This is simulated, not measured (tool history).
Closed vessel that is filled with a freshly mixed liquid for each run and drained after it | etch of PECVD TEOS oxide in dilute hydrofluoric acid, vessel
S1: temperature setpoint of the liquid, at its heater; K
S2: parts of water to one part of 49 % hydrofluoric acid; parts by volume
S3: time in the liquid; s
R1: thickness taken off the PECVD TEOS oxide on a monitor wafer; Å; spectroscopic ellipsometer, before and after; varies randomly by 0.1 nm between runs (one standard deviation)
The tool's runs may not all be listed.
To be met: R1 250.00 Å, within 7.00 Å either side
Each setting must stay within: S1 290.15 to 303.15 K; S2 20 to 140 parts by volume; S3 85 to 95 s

| run | hour | S1 | S2 | S3 | R1 |
|---|---|---|---|---|---|
| 1 | 0.0 | 295.15 | 75 | 85 | 217.35 |
| 2 | 8.0 | 296.15 | 75 | 85 | 227.46 |
| 3 | 15.0 | 296.65 | 75 | 85 | 229.33 |
| 4 | 19.5 | 296.65 | 60 | 85 | 292.96 |
| 5 | 23.4 | 296.65 | 30 | 85 | 608.30 |
| 6 | 29.1 | 294.65 | 40 | 85 | 417.41 |
| 7 | 37.9 | 293.15 | 45 | 85 | 343.12 |
| 8 | 40.2 | 292.15 | 45 | 85 | 332.33 |
| 9 | 46.4 | 291.65 | 50 | 85 | 292.05 |
| 10 | 50.1 | 291.15 | 50 | 85 | 283.13 |
| 11 | 53.6 | 290.65 | 50 | 85 | 277.62 |

Which of these 4 next moves meets every target?
| A | 57.1 | 292.15 | 45 | 85 | ? |
| B | 57.1 | 290.15 | 50 | 85 | ? |
| C | 57.1 | 295.15 | 65 | 85 | ? |
| D | 57.1 | 290.65 | 50 | 95 | ? |

| move | R1 |
|---|---|
| A | 330.86 |
| B | 271.56 |
| C | 253.73 |
| D | 310.17 |
A: moves away from the targets compared with the last run
B: closer than the last run, but not yet in spec
C: in spec on every target
D: moves away from the targets compared with the last run
The right move is C.
